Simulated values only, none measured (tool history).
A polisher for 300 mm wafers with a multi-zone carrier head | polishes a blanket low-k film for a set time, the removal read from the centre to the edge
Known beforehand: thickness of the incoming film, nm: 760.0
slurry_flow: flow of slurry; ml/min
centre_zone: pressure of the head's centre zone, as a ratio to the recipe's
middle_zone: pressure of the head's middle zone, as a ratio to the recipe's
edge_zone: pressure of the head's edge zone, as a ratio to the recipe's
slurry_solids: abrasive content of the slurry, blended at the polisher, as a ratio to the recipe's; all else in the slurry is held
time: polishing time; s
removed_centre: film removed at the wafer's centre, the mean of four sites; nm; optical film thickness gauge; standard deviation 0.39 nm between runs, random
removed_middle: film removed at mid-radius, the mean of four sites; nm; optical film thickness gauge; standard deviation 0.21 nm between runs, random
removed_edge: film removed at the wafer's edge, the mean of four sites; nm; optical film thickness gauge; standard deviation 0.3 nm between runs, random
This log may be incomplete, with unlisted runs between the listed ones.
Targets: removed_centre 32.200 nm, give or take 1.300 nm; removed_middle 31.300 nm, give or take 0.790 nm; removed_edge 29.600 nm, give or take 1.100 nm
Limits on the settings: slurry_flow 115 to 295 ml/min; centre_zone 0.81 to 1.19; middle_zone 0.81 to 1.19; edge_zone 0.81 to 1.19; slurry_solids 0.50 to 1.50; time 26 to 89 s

Run 1, hour 0.0: slurry_flow 190 ml/min, centre_zone 1.00, middle_zone 1.00, edge_zone 1.00, slurry_solids 1.00, time 57 s. Result: removed_centre 22.886 nm, removed_middle 22.925 nm, removed_edge 22.725 nm.
Run 2, hour 8.7: slurry_flow 190 ml/min, centre_zone 1.00, middle_zone 1.06, edge_zone 1.00, slurry_solids 1.00, time 57 s. Result: removed_centre 22.844 nm, removed_middle 24.406 nm, removed_edge 22.799 nm.
Run 3, hour 10.7: slurry_flow 200 ml/min, centre_zone 1.04, middle_zone 1.08, edge_zone 1.04, slurry_solids 1.10, time 57 s. Result: removed_centre 25.381 nm, removed_middle 26.352 nm, removed_edge 24.925 nm.
Run 4, hour 19.8: slurry_flow 215 ml/min, centre_zone 1.07, middle_zone 1.10, edge_zone 1.07, slurry_solids 1.10, time 57 s. Result: removed_centre 26.526 nm, removed_middle 27.165 nm, removed_edge 25.680 nm.
Run 5, hour 24.8: slurry_flow 215 ml/min, centre_zone 1.07, middle_zone 1.16, edge_zone 1.07, slurry_solids 1.10, time 57 s. Result: removed_centre 27.177 nm, removed_middle 28.747 nm, removed_edge 25.558 nm.
Run 6, hour 26.8: slurry_flow 215 ml/min, centre_zone 1.07, middle_zone 1.19, edge_zone 1.07, slurry_solids 1.10, time 57 s. Result: removed_centre 26.796 nm, removed_middle 29.401 nm, removed_edge 24.984 nm.
Run 7, hour 31.9: slurry_flow 225 ml/min, centre_zone 1.09, middle_zone 1.18, edge_zone 1.10, slurry_solids 1.10, time 57 s. Result: removed_centre 27.831 nm, removed_middle 29.191 nm, removed_edge 25.525 nm.
Run 8, hour 40.7: slurry_flow 230 ml/min, centre_zone 1.10, middle_zone 1.17, edge_zone 1.12, slurry_solids 1.15, time 57 s. Result: removed_centre 28.737 nm, removed_middle 29.704 nm, removed_edge 26.393 nm.
Run 9, hour 49.7: slurry_flow 235 ml/min, centre_zone 1.11, middle_zone 1.16, edge_zone 1.14, slurry_solids 1.20, time 57 s. Result: removed_centre 29.595 nm, removed_middle 30.460 nm, removed_edge 27.048 nm.
Run 10, hour 51.1: slurry_flow 240 ml/min, centre_zone 1.12, middle_zone 1.14, edge_zone 1.15, slurry_solids 1.25, time 57 s. Result: removed_centre 30.314 nm, removed_middle 30.775 nm, removed_edge 28.059 nm.
Run 11, hour 58.1: slurry_flow 245 ml/min, centre_zone 1.13, middle_zone 1.13, edge_zone 1.16, slurry_solids 1.25, time 57 s. Result: removed_centre 31.134 nm, removed_middle 30.283 nm, removed_edge 28.517 nm.
Run 12, hour 60.6: slurry_flow 250 ml/min, centre_zone 1.13, middle_zone 1.13, edge_zone 1.17, slurry_solids 1.25, time 57 s. Result: removed_centre 30.408 nm, removed_middle 30.730 nm, removed_edge 28.397 nm.
At hour 61.6: worn pad replaced by a new one.
Run 13, hour 61.6: slurry_flow 250 ml/min, centre_zone 1.14, middle_zone 1.12, edge_zone 1.17, slurry_solids 1.25, time 57 s. Result: removed_centre 33.700 nm, removed_middle 32.515 nm, removed_edge 30.372 nm.
Run 14, hour 65.3: slurry_flow 245 ml/min, centre_zone 1.14, middle_zone 1.12, edge_zone 1.17, slurry_solids 1.25, time 57 s. Result: removed_centre 33.244 nm, removed_middle 32.543 nm, removed_edge 30.295 nm.
Run 15, hour 71.5: slurry_flow 250 ml/min, centre_zone 1.14, middle_zone 1.11, edge_zone 1.16, slurry_solids 1.25, time 57 s. Result: removed_centre 33.644 nm, removed_middle 32.725 nm, removed_edge 30.586 nm.
Run 16, hour 73.2: slurry_flow 245 ml/min, centre_zone 1.14, middle_zone 1.11, edge_zone 1.16, slurry_solids 1.25, time 57 s. Result: removed_centre 33.413 nm, removed_middle 32.481 nm, removed_edge 30.945 nm.

Consider the 4 candidate settings below. Which is the only one whose results all fall within their allowed miss of target?
Run A, hour 74.9: slurry_flow 200 ml/min, centre_zone 1.03, middle_zone 0.99, edge_zone 1.19, slurry_solids 1.30, time 62 s. Result: removed_centre ?, removed_middle ?, removed_edge ?.
Run B, hour 74.9: slurry_flow 235 ml/min, centre_zone 1.17, middle_zone 1.15, edge_zone 1.19, slurry_solids 1.00, time 62 s. Result: removed_centre ?, removed_middle ?, removed_edge ?.
Run C, hour 74.9: slurry_flow 265 ml/min, centre_zone 1.18, middle_zone 1.18, edge_zone 1.10, slurry_solids 1.20, time 53 s. Result: removed_centre ?, removed_middle ?, removed_edge ?.
Run D, hour 74.9: slurry_flow 215 ml/min, centre_zone 0.97, middle_zone 1.05, edge_zone 1.18, slurry_solids 1.50, time 55 s. Result: removed_centre ?, removed_middle ?, removed_edge ?.

move  removed_centre  removed_middle  removed_edge
   A          31.790          31.603        33.756
   B          31.889          31.537        29.432
   C          31.227          31.249        27.609
   D          28.676          31.787        32.075
A: meets the target for the result that was furthest off, but another lies outside its allowed miss
B: every result within its allowed miss
C: meets the target for the result that was furthest off, but another lies outside its allowed miss
D: meets the target for the result that was furthest off, but another lies outside its allowed miss
Correct choice: B, which meets every target

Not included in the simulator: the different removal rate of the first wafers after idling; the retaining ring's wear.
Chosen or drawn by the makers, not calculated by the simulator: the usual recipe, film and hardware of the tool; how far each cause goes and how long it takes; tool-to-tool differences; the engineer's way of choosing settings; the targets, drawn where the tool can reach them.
